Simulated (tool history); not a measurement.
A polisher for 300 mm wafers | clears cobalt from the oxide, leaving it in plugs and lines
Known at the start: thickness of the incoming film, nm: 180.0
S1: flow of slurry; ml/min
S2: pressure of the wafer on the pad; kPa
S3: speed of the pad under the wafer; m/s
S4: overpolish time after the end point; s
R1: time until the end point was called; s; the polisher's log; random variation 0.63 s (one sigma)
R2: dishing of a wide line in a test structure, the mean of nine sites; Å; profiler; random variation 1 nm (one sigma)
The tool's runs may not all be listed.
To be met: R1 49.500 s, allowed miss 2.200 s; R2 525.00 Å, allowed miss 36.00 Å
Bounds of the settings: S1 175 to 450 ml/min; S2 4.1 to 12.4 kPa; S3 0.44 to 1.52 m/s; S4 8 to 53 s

run	hour	S1	S2	S3	S4	R1	R2
1	0.0	290	8.3	0.98	27	78.183	406.44
2	8.9	290	8.3	0.80	27	94.741	345.31
3	17.7	290	9.0	0.82	27	86.363	364.84
4	18.7	290	9.0	0.62	27	111.590	321.48
5	24.3	320	9.0	0.62	27	108.020	318.91
6	28.0	320	9.0	0.62	38	110.650	372.53
7	31.1	320	9.7	0.66	37	97.543	413.53
8	39.2	320	9.7	0.70	35	93.875	394.80
9	43.0	320	9.7	0.74	34	89.035	400.11
10	47.6	320	9.7	0.78	34	83.399	411.36
11	50.0	320	9.7	0.80	34	82.314	415.05
12	56.8	325	11.7	1.02	33	57.869	489.09
13	58.8	325	11.7	1.04	33	56.794	485.19

5 next moves are on the table. One of them brings every result within its allowed miss. Which?
A	60.8	325	12.4	1.00	44	?	?
B	60.8	305	11.7	1.20	24	?	?
C	60.8	320	12.4	1.26	32	?	?
D	60.8	370	11.7	1.02	31	?	?
E	60.8	295	12.4	1.16	39	?	?

move	R1	R2
A	56.370	518.52
B	50.177	452.15
C	45.669	505.92
D	57.272	473.03
E	49.671	518.03
A: nearer than the last run, and not there yet
B: brings the result that was furthest off to its target, and leaves another outside
C: takes the result that was furthest off past its target
D: further off than the last run
E: meets every target
Answer: E

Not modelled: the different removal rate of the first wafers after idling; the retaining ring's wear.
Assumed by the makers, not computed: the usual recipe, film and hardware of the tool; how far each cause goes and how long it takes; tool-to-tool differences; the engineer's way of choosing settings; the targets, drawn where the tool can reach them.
